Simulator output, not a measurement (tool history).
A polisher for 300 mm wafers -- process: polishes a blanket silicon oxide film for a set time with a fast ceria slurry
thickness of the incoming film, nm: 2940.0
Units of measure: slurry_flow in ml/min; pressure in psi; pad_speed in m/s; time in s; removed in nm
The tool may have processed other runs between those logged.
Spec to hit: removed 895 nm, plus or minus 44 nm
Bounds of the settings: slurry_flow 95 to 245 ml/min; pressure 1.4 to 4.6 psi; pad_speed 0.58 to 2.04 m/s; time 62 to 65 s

run	hour	slurry_flow	pressure	pad_speed	time	removed
1	0	155	3	1.3	62	1654.6
2	3.4	155	3	1.46	62	1842.7
3	4.4	155	2.5	1.38	62	1457.6
4	12.4	155	2.2	1.34	62	1242.1
5	21.1	155	2.2	1.34	65	1335
6	24.9	155	2	1.3	65	1154
7	32.3	155	1.8	1.3	65	1047.7
8	36.1	155	1.7	1.3	65	999.07
9	37	155	1.6	1.3	65	965.38

Which one of the following 4 next-run settings gets every result inside its allowed miss? There is exactly one.
A	37.9	150	1.9	1.24	65	?
B	37.9	115	1.8	1.16	65	?
C	37.9	175	1.8	1.28	62	?
D	37.9	175	1.4	1.52	65	?

move	removed
A	1032.4
B	866.52
C	990.96
D	968.44
A: misses by more than the last run did
B: every result within its allowed miss
C: misses by more than the last run did
D: as far off as the last run
Go with B: it meets all targets.
